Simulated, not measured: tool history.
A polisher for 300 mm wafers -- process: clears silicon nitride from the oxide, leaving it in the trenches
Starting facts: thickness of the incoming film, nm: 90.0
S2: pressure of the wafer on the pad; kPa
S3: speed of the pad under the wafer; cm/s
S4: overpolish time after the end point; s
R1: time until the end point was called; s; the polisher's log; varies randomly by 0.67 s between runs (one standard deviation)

Run 1, hour 0: flow of slurry (ml/min) 250, S2 20 kPa, S3 100 cm/s, S4 4 s. Result: R1 89.68 s.
Run 2, hour 1.8: flow of slurry (ml/min) 250, S2 22.1 kPa, S3 100 cm/s, S4 4 s. Result: R1 81.831 s.
Run 3, hour 7.1: flow of slurry (ml/min) 185, S2 22.1 kPa, S3 100 cm/s, S4 4 s. Result: R1 83.194 s.
Run 4, hour 9.6: flow of slurry (ml/min) 185, S2 22.1 kPa, S3 124 cm/s, S4 4 s. Result: R1 73.009 s.
Run 5, hour 10.6: flow of slurry (ml/min) 185, S2 20 kPa, S3 124 cm/s, S4 4 s. Result: R1 79.389 s.
Run 6, hour 16.4: flow of slurry (ml/min) 185, S2 22.1 kPa, S3 126 cm/s, S4 4 s. Result: R1 72.214 s.
Run 7, hour 17.3: flow of slurry (ml/min) 185, S2 23.4 kPa, S3 128 cm/s, S4 4 s. Result: R1 66.634 s.
Run 8, hour 18.4: flow of slurry (ml/min) 185, S2 24.8 kPa, S3 128 cm/s, S4 4 s. Result: R1 64.43 s.

What will run 9 give?
Run 9, hour 23.9: flow of slurry (ml/min) 185, S2 26.2 kPa, S3 128 cm/s, S4 4 s. Result: R1 ?.

{"run 9": {"R1": 61.469}}

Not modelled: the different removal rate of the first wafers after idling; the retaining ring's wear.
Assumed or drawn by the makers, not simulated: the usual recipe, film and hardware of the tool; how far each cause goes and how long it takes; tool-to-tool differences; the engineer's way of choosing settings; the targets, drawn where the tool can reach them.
